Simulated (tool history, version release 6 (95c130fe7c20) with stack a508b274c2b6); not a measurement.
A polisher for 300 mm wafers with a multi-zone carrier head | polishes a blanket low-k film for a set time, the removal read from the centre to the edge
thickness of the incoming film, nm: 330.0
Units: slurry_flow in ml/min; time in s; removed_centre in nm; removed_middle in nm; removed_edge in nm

{"run": 1, "hour": 0.0, "slurry_flow": 270, "centre_zone": 1.0, "middle_zone": 1.0, "edge_zone": 1.0, "slurry_solids": 1.0, "time": 80, "removed_centre": 33.315, "removed_middle": 32.575, "removed_edge": 32.499}
{"run": 2, "hour": 7.9, "slurry_flow": 270, "centre_zone": 1.01, "middle_zone": 1.01, "edge_zone": 0.96, "slurry_solids": 0.95, "time": 80, "removed_centre": 33.07, "removed_middle": 32.058, "removed_edge": 30.689}
{"run": 3, "hour": 12.9, "slurry_flow": 270, "centre_zone": 1.05, "middle_zone": 1.01, "edge_zone": 0.96, "slurry_solids": 0.95, "time": 80, "removed_centre": 33.934, "removed_middle": 32.466, "removed_edge": 31.562}
{"run": 4, "hour": 15.0, "slurry_flow": 270, "centre_zone": 1.05, "middle_zone": 1.01, "edge_zone": 0.9, "slurry_solids": 0.95, "time": 80, "removed_centre": 34.311, "removed_middle": 32.568, "removed_edge": 30.14}
{"run": 5, "hour": 18.6, "slurry_flow": 270, "centre_zone": 1.05, "middle_zone": 1.01, "edge_zone": 0.9, "slurry_solids": 1.1, "time": 80, "removed_centre": 36.491, "removed_middle": 33.752, "removed_edge": 31.23}
{"run": 6, "hour": 19.7, "slurry_flow": 270, "centre_zone": 0.99, "middle_zone": 1.01, "edge_zone": 0.9, "slurry_solids": 1.1, "time": 80, "removed_centre": 34.42, "removed_middle": 34.383, "removed_edge": 32.176}
{"run": 7, "hour": 24.0, "slurry_flow": 270, "centre_zone": 0.99, "middle_zone": 1.01, "edge_zone": 0.9, "slurry_solids": 1.1, "time": 80, "removed_centre": 34.245, "removed_middle": 34.917, "removed_edge": 32.051}
{"run": 8, "hour": 31.1, "slurry_flow": 270, "centre_zone": 1.0, "middle_zone": 1.01, "edge_zone": 0.88, "slurry_solids": 1.05, "time": 80, "removed_centre": 34.456, "removed_middle": 33.661, "removed_edge": 31.668}
{"run": 9, "hour": 38.0, "slurry_flow": 270, "centre_zone": 1.02, "middle_zone": 1.03, "edge_zone": 0.87, "slurry_solids": 1.0, "time": 79, "removed_centre": 34.268, "removed_middle": 32.602, "removed_edge": 30.416}

Run 10 comes next. What will it give?
{"run": 10, "hour": 42.7, "slurry_flow": 275, "centre_zone": 1.02, "middle_zone": 1.06, "edge_zone": 0.86, "slurry_solids": 0.95, "time": 77, "removed_centre": "?", "removed_middle": "?", "removed_edge": "?"}

{"run 10": {"removed_centre": 32.553, "removed_middle": 32.314, "removed_edge": 28.38}}
